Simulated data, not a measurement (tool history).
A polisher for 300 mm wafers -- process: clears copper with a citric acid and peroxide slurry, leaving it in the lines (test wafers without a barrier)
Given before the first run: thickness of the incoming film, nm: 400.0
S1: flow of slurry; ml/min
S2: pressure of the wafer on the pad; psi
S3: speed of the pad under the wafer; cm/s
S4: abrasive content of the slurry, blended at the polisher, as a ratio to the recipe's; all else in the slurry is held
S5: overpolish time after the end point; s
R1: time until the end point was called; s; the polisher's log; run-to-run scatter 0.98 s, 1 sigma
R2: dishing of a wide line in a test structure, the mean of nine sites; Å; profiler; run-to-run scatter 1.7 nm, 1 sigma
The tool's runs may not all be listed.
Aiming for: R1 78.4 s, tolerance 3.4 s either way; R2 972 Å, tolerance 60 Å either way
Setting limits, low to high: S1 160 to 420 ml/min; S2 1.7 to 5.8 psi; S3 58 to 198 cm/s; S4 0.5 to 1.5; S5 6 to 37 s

run  hour   S1   S2   S3  S4  S5      R1      R2
  1     0  270  3.7  128   1  19  138.99  391.33
  2   8.5  270  4.4  128   1  19  125.08  426.56
  3  12.9  270  4.5  134   1  20  119.37  480.96
  4  21.8  270  4.7  140   1  21   108.3  526.78
  5  29.6  270  4.7  140   1  25  104.96  615.73
       34  -- slurry blender recalibrated
  6    34  270  4.7  140   1  22  101.12  578.79
  7  35.4  270  4.8  140   1  23  101.35   628.1
  8  36.7  270  5.8  144   1  27  83.052  802.68
  9  38.6  270  5.8  144   1  28  83.818  845.45
 10  46.5  270  5.8  146   1  28   80.36   828.2

Below are 4 possible settings for the next run. Only one of them brings all results inside the allowed miss of their targets. Which is it?
  A  54.4  235  5.8  150  1.15  17   ?   ?
  B  54.4  305  5.6  152   1.1  32   ?   ?
  C  54.4  325  5.8  146     1  19   ?   ?
  D  54.4  285  5.7  146   1.1  24   ?   ?

move      R1      R2
   A  78.674  579.95
   B  78.558  945.29
   C  80.885  621.45
   D  81.079  747.01
A: further off than the last run
B: in spec on every target
C: further off than the last run
D: further off than the last run
The right move is B.
